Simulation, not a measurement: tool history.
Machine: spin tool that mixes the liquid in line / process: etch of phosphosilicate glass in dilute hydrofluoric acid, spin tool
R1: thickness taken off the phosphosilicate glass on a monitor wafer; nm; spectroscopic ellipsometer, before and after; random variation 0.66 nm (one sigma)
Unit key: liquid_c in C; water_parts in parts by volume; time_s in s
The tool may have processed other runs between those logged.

Run 1, hour 0: liquid_c 21 C, water_parts 200 parts by volume, time_s 45 s. Result: R1 28.945 nm.
Run 2, hour 7.9: liquid_c 22.5 C, water_parts 170 parts by volume, time_s 45 s. Result: R1 37.842 nm.
Run 3, hour 13.9: liquid_c 22.5 C, water_parts 200 parts by volume, time_s 45 s. Result: R1 30.747 nm.
Run 4, hour 16.5: liquid_c 22.5 C, water_parts 165 parts by volume, time_s 45 s. Result: R1 38.748 nm.
Run 5, hour 23.2: liquid_c 24 C, water_parts 145 parts by volume, time_s 45 s. Result: R1 47.852 nm.
Run 6, hour 25: liquid_c 25 C, water_parts 135 parts by volume, time_s 45 s. Result: R1 53.979 nm.
Run 7, hour 27.3: liquid_c 26 C, water_parts 125 parts by volume, time_s 45 s. Result: R1 61.546 nm.

Run 8, settings as shown, results not yet in. Your forecast:
Run 8, hour 30: liquid_c 26.5 C, water_parts 120 parts by volume, time_s 45 s. Result: R1 ?.

{"run 8": {"R1": 64.529}}
